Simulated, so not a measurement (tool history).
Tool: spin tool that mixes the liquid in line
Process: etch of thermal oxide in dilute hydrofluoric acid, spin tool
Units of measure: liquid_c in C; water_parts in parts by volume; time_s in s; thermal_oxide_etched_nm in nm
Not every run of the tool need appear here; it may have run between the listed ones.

{"run": 1, "hour": 0.0, "liquid_c": 25.0, "water_parts": 155, "time_s": 90, "thermal_oxide_etched_nm": 2.9213}
{"run": 2, "hour": 0.9, "liquid_c": 25.0, "water_parts": 155, "time_s": 70, "thermal_oxide_etched_nm": 2.2614}
{"run": 3, "hour": 8.7, "liquid_c": 24.0, "water_parts": 155, "time_s": 70, "thermal_oxide_etched_nm": 2.1784}
{"run": 4, "hour": 12.5, "liquid_c": 23.5, "water_parts": 155, "time_s": 70, "thermal_oxide_etched_nm": 2.1353}
{"run": 5, "hour": 17.6, "liquid_c": 23.5, "water_parts": 185, "time_s": 70, "thermal_oxide_etched_nm": 1.7291}
{"run": 6, "hour": 23.8, "liquid_c": 23.5, "water_parts": 215, "time_s": 70, "thermal_oxide_etched_nm": 1.4521}
{"run": 7, "hour": 28.4, "liquid_c": 24.5, "water_parts": 215, "time_s": 70, "thermal_oxide_etched_nm": 1.4847}
{"hour": 29.5, "done": "hydrofluoric acid flow meter replaced"}
{"run": 8, "hour": 29.5, "liquid_c": 25.5, "water_parts": 215, "time_s": 70, "thermal_oxide_etched_nm": 1.4144}
{"run": 9, "hour": 34.5, "liquid_c": 25.5, "water_parts": 205, "time_s": 70, "thermal_oxide_etched_nm": 1.4823}
{"run": 10, "hour": 37.3, "liquid_c": 25.5, "water_parts": 200, "time_s": 70, "thermal_oxide_etched_nm": 1.5532}

Expected results for the next run?
{"run": 11, "hour": 39.9, "liquid_c": 25.5, "water_parts": 195, "time_s": 70, "thermal_oxide_etched_nm": "?"}

Run 11 came out at thermal_oxide_etched_nm 1.5707 nm.
